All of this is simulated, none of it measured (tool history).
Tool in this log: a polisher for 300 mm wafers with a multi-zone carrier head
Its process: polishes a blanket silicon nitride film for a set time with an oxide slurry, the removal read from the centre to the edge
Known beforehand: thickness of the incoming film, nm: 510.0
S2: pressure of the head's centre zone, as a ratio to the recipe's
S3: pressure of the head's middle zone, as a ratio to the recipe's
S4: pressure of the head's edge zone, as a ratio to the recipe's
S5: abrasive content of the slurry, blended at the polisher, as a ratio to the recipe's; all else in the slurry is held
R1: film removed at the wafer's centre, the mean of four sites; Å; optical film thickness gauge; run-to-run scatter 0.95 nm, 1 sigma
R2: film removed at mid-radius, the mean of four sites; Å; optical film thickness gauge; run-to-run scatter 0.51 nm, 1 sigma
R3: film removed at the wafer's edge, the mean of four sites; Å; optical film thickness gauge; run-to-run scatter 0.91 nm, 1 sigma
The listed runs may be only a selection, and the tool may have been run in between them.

{"run": 1, "day": 0.0, "flow of slurry (ml/min)": 165, "S2": 1, "S3": 1, "S4": 1, "S5": 1, "polishing time (s)": 58, "R1": 489.22, "R2": 481.59, "R3": 484.3}
{"run": 2, "day": 0.35, "flow of slurry (ml/min)": 165, "S2": 1.05, "S3": 1, "S4": 1, "S5": 1, "polishing time (s)": 58, "R1": 510.49, "R2": 473.27, "R3": 488.53}
{"run": 3, "day": 0.417, "flow of slurry (ml/min)": 180, "S2": 1.09, "S3": 0.99, "S4": 1.04, "S5": 1.1, "polishing time (s)": 58, "R1": 551.72, "R2": 496.48, "R3": 504.71}
{"run": 4, "day": 0.579, "flow of slurry (ml/min)": 205, "S2": 1.09, "S3": 0.99, "S4": 1.04, "S5": 1.1, "polishing time (s)": 58, "R1": 567.99, "R2": 501.07, "R3": 529.27}
{"run": 5, "day": 0.662, "flow of slurry (ml/min)": 180, "S2": 1.09, "S3": 0.99, "S4": 1.04, "S5": 1.1, "polishing time (s)": 58, "R1": 562.11, "R2": 506.92, "R3": 522.26}
{"run": 6, "day": 1.017, "flow of slurry (ml/min)": 180, "S2": 1.09, "S3": 0.99, "S4": 1.04, "S5": 1.2, "polishing time (s)": 58, "R1": 567.95, "R2": 519.72, "R3": 526.66}
{"run": 7, "day": 1.058, "flow of slurry (ml/min)": 180, "S2": 1.09, "S3": 0.99, "S4": 1.04, "S5": 1.2, "polishing time (s)": 58, "R1": 587.14, "R2": 501.33, "R3": 532.13}

Run 8 has not been measured yet. What should we expect?
{"run": 8, "day": 1.275, "flow of slurry (ml/min)": 190, "S2": 1.09, "S3": 0.97, "S4": 1.07, "S5": 1.3, "polishing time (s)": 59, "R1": "?", "R2": "?", "R3": "?"}

{"run 8": {"R1": 608.65, "R2": 529.82, "R3": 578.79}}

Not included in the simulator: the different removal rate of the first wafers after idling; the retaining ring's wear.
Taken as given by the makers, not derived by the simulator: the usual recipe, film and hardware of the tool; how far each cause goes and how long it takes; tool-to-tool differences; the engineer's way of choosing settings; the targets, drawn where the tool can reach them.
